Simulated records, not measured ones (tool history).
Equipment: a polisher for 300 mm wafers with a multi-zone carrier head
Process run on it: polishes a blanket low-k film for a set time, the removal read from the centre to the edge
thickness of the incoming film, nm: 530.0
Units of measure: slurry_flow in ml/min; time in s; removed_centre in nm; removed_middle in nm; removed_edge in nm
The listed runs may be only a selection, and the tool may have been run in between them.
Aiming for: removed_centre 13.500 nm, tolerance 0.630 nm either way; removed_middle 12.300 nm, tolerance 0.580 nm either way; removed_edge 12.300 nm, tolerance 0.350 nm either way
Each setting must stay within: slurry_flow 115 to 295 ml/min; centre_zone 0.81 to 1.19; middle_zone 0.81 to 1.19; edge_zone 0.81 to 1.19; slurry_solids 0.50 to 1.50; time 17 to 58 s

{"run": 1, "day": 0.0, "slurry_flow": 190, "centre_zone": 1.0, "middle_zone": 1.0, "edge_zone": 1.0, "slurry_solids": 1.0, "time": 37, "removed_centre": 17.334, "removed_middle": 16.719, "removed_edge": 16.67}
{"run": 2, "day": 0.275, "slurry_flow": 185, "centre_zone": 1.0, "middle_zone": 0.99, "edge_zone": 0.97, "slurry_solids": 0.9, "time": 37, "removed_centre": 16.357, "removed_middle": 16.399, "removed_edge": 15.733}
{"run": 3, "day": 0.6, "slurry_flow": 185, "centre_zone": 1.0, "middle_zone": 0.94, "edge_zone": 0.97, "slurry_solids": 0.9, "time": 37, "removed_centre": 16.185, "removed_middle": 15.579, "removed_edge": 15.876}
{"run": 4, "day": 0.958, "slurry_flow": 185, "centre_zone": 1.02, "middle_zone": 0.92, "edge_zone": 0.96, "slurry_solids": 0.8, "time": 37, "removed_centre": 15.208, "removed_middle": 14.154, "removed_edge": 14.858}
{"run": 5, "day": 1.029, "slurry_flow": 185, "centre_zone": 1.02, "middle_zone": 0.88, "edge_zone": 0.96, "slurry_solids": 0.8, "time": 37, "removed_centre": 15.498, "removed_middle": 13.574, "removed_edge": 14.949}
{"run": 6, "day": 1.146, "slurry_flow": 180, "centre_zone": 1.03, "middle_zone": 0.88, "edge_zone": 0.93, "slurry_solids": 0.75, "time": 37, "removed_centre": 15.08, "removed_middle": 13.151, "removed_edge": 14.456}
{"run": 7, "day": 1.229, "slurry_flow": 180, "centre_zone": 1.03, "middle_zone": 0.88, "edge_zone": 0.93, "slurry_solids": 0.75, "time": 37, "removed_centre": 15.246, "removed_middle": 13.372, "removed_edge": 14.222}
{"run": 8, "day": 1.321, "slurry_flow": 175, "centre_zone": 1.02, "middle_zone": 0.88, "edge_zone": 0.91, "slurry_solids": 0.7, "time": 37, "removed_centre": 14.36, "removed_middle": 13.074, "removed_edge": 13.787}
{"run": 9, "day": 1.625, "slurry_flow": 170, "centre_zone": 1.03, "middle_zone": 0.88, "edge_zone": 0.89, "slurry_solids": 0.7, "time": 37, "removed_centre": 14.411, "removed_middle": 12.753, "removed_edge": 13.551}

Next run, 5 choices. One meets every target within its allowed miss, the rest don't. Which?
{"run": "A", "day": 1.929, "slurry_flow": 170, "centre_zone": 0.96, "middle_zone": 0.97, "edge_zone": 0.97, "slurry_solids": 0.55, "time": 37, "removed_centre": "?", "removed_middle": "?", "removed_edge": "?"}
{"run": "B", "day": 1.929, "slurry_flow": 165, "centre_zone": 1.07, "middle_zone": 0.81, "edge_zone": 0.9, "slurry_solids": 0.75, "time": 32, "removed_centre": "?", "removed_middle": "?", "removed_edge": "?"}
{"run": "C", "day": 1.929, "slurry_flow": 130, "centre_zone": 1.0, "middle_zone": 1.06, "edge_zone": 0.91, "slurry_solids": 0.6, "time": 39, "removed_centre": "?", "removed_middle": "?", "removed_edge": "?"}
{"run": "D", "day": 1.929, "slurry_flow": 170, "centre_zone": 0.93, "middle_zone": 0.81, "edge_zone": 1.04, "slurry_solids": 0.65, "time": 36, "removed_centre": "?", "removed_middle": "?", "removed_edge": "?"}
{"run": "E", "day": 1.929, "slurry_flow": 190, "centre_zone": 1.04, "middle_zone": 0.93, "edge_zone": 0.88, "slurry_solids": 0.85, "time": 30, "removed_centre": "?", "removed_middle": "?", "removed_edge": "?"}

move=A removed_centre=11.927 removed_middle=12.156 removed_edge=12.068
move=B removed_centre=13.263 removed_middle=10.810 removed_edge=12.053
move=C removed_centre=12.985 removed_middle=13.757 removed_edge=12.689
move=D removed_centre=12.374 removed_middle=11.350 removed_edge=13.156
move=E removed_centre=13.217 removed_middle=12.175 removed_edge=12.107
A: brings the result that was furthest off to its target, and leaves another outside
B: brings the result that was furthest off to its target, and leaves another outside
C: nearer the targets than the last run, but a result is still out of spec
D: nearer the targets than the last run, but a result is still out of spec
E: meets every target
Go with E: it meets all targets.
